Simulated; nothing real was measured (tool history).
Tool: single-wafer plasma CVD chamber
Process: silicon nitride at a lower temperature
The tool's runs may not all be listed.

run,hour,heater temperature setpoint (°C),chamber pressure (Pa),RF power (kW),deposition time (s),mean film thickness on the monitor wafer (angstrom)
1,0,350,256,0.4,28.2,398.71
2,4.5,350,248,0.4,28.2,394.04
3,9.5,350,248,0.4,28.2,395.56
4,10.7,350,248,0.4,29.1,404.68
5,15,350,239,0.4,29.1,402.87
6,18.9,350,229,0.4,29.1,400.01
7,21.8,350,220,0.4,29.1,396.2

What does the tool deliver on the next run?
8,29,350,212,0.4,29.1,?

{"run 8": {"mean film thickness on the monitor wafer (angstrom)": 391.27}}

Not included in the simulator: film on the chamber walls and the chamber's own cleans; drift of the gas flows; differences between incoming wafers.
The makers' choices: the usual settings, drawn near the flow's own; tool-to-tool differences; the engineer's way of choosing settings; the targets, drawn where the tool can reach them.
